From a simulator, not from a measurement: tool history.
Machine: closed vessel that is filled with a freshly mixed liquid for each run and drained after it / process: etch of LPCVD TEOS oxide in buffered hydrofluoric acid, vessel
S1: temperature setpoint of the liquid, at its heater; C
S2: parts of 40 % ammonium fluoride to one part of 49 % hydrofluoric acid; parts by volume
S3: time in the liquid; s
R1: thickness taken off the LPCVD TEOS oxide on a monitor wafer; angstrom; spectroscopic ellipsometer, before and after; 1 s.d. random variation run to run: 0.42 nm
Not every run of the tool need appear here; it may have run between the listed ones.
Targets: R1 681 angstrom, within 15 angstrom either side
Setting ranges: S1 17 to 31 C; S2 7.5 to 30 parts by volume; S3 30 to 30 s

run 1 day=0 | S1=23 S2=22 S3=30 | R1=470.75
run 2 day=0.308 | S1=23 S2=24.5 S3=30 | R1=431.37
run 3 day=0.454 | S1=20.5 S2=24.5 S3=30 | R1=379.35
run 4 day=0.708 | S1=20.5 S2=24.5 S3=30 | R1=378.27
-- day=1.021 thermometer replaced
run 5 day=1.021 | S1=22.5 S2=24.5 S3=30 | R1=384.15
run 6 day=1.262 | S1=22.5 S2=24.5 S3=30 | R1=388.4
run 7 day=1.483 | S1=24 S2=23.5 S3=30 | R1=432.32
run 8 day=1.704 | S1=25 S2=22.5 S3=30 | R1=466.81

4 next moves are on the table. One of them brings every result within its allowed miss. Which?
run A day=1.925 | S1=25 S2=11.5 S3=30 | R1=?
run B day=1.925 | S1=24.5 S2=18 S3=30 | R1=?
run C day=1.925 | S1=21.5 S2=10 S3=30 | R1=?
run D day=1.925 | S1=27 S2=16.5 S3=30 | R1=?

move=A R1=875.06
move=B R1=548.68
move=C R1=827.7
move=D R1=684.25
A: carries the result that was furthest off beyond its target, to the other side
B: closer than the last run, but not yet in spec
C: carries the result that was furthest off beyond its target, to the other side
D: each result inside its tolerance
D meets every target.
